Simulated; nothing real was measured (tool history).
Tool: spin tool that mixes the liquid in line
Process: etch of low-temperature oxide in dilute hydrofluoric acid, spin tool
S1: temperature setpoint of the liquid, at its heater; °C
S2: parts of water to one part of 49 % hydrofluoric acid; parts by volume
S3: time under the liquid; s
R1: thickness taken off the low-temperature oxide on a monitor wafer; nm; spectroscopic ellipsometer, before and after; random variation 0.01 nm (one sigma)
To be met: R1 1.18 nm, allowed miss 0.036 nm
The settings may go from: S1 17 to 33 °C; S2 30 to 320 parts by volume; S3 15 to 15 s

{"run": 1, "hour": 0.0, "S1": 25, "S2": 175, "S3": 15, "R1": 2.1424}
{"run": 2, "hour": 4.7, "S1": 25, "S2": 175, "S3": 15, "R1": 2.1702}
{"run": 3, "hour": 9.4, "S1": 25, "S2": 175, "S3": 15, "R1": 2.165}
{"run": 4, "hour": 13.2, "S1": 25, "S2": 155, "S3": 15, "R1": 2.4971}
{"run": 5, "hour": 14.0, "S1": 23, "S2": 175, "S3": 15, "R1": 1.9827}
{"run": 6, "hour": 19.3, "S1": 25.5, "S2": 175, "S3": 15, "R1": 2.1877}
{"run": 7, "hour": 25.7, "S1": 21.5, "S2": 230, "S3": 15, "R1": 1.371}
{"run": 8, "hour": 28.8, "S1": 20.5, "S2": 230, "S3": 15, "R1": 1.3055}

4 next moves are on the table. One of them brings every result within its allowed miss. Which?
{"run": "A", "hour": 31.9, "S1": 17, "S2": 225, "S3": 15, "R1": "?"}
{"run": "B", "hour": 31.9, "S1": 18.5, "S2": 250, "S3": 15, "R1": "?"}
{"run": "C", "hour": 31.9, "S1": 22, "S2": 225, "S3": 15, "R1": "?"}
{"run": "D", "hour": 31.9, "S1": 23, "S2": 235, "S3": 15, "R1": "?"}

move=A R1=1.1756
move=B R1=1.0965
move=C R1=1.4235
move=D R1=1.4
A: meets every target
B: takes the result that was furthest off past its target
C: further off than the last run
D: further off than the last run
Move A is the one to make.
